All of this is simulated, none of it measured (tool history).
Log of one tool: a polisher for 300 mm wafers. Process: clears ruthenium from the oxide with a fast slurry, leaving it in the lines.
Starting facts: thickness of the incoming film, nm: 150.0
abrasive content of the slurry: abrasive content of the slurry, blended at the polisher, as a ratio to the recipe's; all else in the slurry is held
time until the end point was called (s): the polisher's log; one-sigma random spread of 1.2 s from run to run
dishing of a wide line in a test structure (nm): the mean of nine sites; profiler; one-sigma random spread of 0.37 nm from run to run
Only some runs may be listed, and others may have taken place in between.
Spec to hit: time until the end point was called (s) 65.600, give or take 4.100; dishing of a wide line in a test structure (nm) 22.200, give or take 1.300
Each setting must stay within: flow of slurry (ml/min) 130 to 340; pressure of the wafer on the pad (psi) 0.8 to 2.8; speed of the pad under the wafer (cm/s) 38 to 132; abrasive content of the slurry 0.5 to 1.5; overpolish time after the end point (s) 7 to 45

run,hour,flow of slurry (ml/min),pressure of the wafer on the pad (psi),speed of the pad under the wafer (cm/s),abrasive content of the slurry,overpolish time after the end point (s),time until the end point was called (s),dishing of a wide line in a test structure (nm)
1,0.0,220,1.8,84,1.0,23,77.777,39.982
2,8.2,220,1.8,84,1.0,16,79.923,27.646
3,15.6,220,1.8,84,1.0,7,79.744,12.565
4,21.3,220,1.9,84,1.0,8,75.856,15.773
5,23.4,220,2.3,84,1.0,8,64.225,18.098
6,24.9,175,2.3,84,1.0,8,66.351,18.417
7,29.0,175,2.3,84,1.0,9,66.793,20.033
8,34.3,170,2.3,84,1.0,9,64.503,20.384
9,37.2,170,2.3,84,1.0,12,66.458,26.478
10,43.6,180,2.3,84,1.0,12,63.196,26.753
11,45.6,185,2.3,84,1.0,12,63.303,25.933
12,46.9,190,2.3,84,1.0,12,64.562,26.772
13,48.2,190,2.2,86,1.0,11,65.706,23.472
14,55.5,195,2.2,86,1.0,11,64.519,24.869

Below are 4 possible settings for the next run. Only one of them brings all results inside the allowed miss of their targets. Which is it?
A,62.8,225,1.7,94,1.5,10,?,?
B,62.8,205,2.3,82,0.9,13,?,?
C,62.8,150,1.9,94,1.3,12,?,?
D,62.8,230,2.0,92,1.0,9,?,?

move,time until the end point was called (s),dishing of a wide line in a test structure (nm)
A,66.006,21.627
B,67.423,27.207
C,66.331,25.613
D,65.585,19.669
A: all results land within tolerance of their targets
B: the biggest miss grows against the last run
C: the biggest miss grows against the last run
D: takes the result that was furthest off past its target
The move that meets every target is A.
